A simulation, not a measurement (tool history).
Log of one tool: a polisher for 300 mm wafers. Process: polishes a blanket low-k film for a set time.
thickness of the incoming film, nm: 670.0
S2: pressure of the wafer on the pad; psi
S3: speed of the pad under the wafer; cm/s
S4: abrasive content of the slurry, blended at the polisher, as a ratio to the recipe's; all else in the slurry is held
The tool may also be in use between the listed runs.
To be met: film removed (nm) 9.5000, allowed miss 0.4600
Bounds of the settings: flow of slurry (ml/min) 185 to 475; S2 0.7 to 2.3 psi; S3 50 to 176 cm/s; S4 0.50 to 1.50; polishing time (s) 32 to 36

{"run": 1, "hour": 0.0, "flow of slurry (ml/min)": 305, "S2": 1.5, "S3": 112, "S4": 1.0, "polishing time (s)": 36, "film removed (nm)": 14.128}
{"run": 2, "hour": 8.8, "flow of slurry (ml/min)": 305, "S2": 1.5, "S3": 112, "S4": 1.1, "polishing time (s)": 36, "film removed (nm)": 14.263}
{"run": 3, "hour": 16.3, "flow of slurry (ml/min)": 305, "S2": 1.4, "S3": 112, "S4": 1.1, "polishing time (s)": 36, "film removed (nm)": 13.722}
{"run": 4, "hour": 18.8, "flow of slurry (ml/min)": 305, "S2": 1.4, "S3": 112, "S4": 1.2, "polishing time (s)": 36, "film removed (nm)": 14.539}
{"run": 5, "hour": 22.9, "flow of slurry (ml/min)": 305, "S2": 1.4, "S3": 112, "S4": 1.2, "polishing time (s)": 36, "film removed (nm)": 14.162}
{"run": 6, "hour": 31.1, "flow of slurry (ml/min)": 305, "S2": 1.3, "S3": 112, "S4": 1.2, "polishing time (s)": 36, "film removed (nm)": 13.225}
{"run": 7, "hour": 32.1, "flow of slurry (ml/min)": 305, "S2": 1.3, "S3": 112, "S4": 1.2, "polishing time (s)": 36, "film removed (nm)": 13.685}
{"run": 8, "hour": 36.2, "flow of slurry (ml/min)": 305, "S2": 1.2, "S3": 110, "S4": 1.2, "polishing time (s)": 36, "film removed (nm)": 12.44}
{"run": 9, "hour": 40.9, "flow of slurry (ml/min)": 305, "S2": 1.1, "S3": 110, "S4": 1.2, "polishing time (s)": 36, "film removed (nm)": 11.473}
{"run": 10, "hour": 49.7, "flow of slurry (ml/min)": 305, "S2": 0.8, "S3": 108, "S4": 1.2, "polishing time (s)": 36, "film removed (nm)": 8.8619}

5 next moves are on the table. One of them brings every result within its allowed miss. Which?
{"run": "A", "hour": 58.5, "flow of slurry (ml/min)": 295, "S2": 1.0, "S3": 104, "S4": 1.25, "polishing time (s)": 36, "film removed (nm)": "?"}
{"run": "B", "hour": 58.5, "flow of slurry (ml/min)": 185, "S2": 0.7, "S3": 124, "S4": 1.35, "polishing time (s)": 33, "film removed (nm)": "?"}
{"run": "C", "hour": 58.5, "flow of slurry (ml/min)": 305, "S2": 0.7, "S3": 118, "S4": 1.35, "polishing time (s)": 32, "film removed (nm)": "?"}
{"run": "D", "hour": 58.5, "flow of slurry (ml/min)": 350, "S2": 0.9, "S3": 110, "S4": 1.0, "polishing time (s)": 36, "film removed (nm)": "?"}
{"run": "E", "hour": 58.5, "flow of slurry (ml/min)": 295, "S2": 1.0, "S3": 106, "S4": 1.25, "polishing time (s)": 36, "film removed (nm)": "?"}

move=A film_removed_(nm)=10.6220
move=B film_removed_(nm)=8.4141
move=C film_removed_(nm)=8.2207
move=D film_removed_(nm)=9.5178
move=E film_removed_(nm)=10.7850
A: takes the result that was furthest off past its target
B: further off than the last run
C: further off than the last run
D: meets every target
E: takes the result that was furthest off past its target
Answer: D
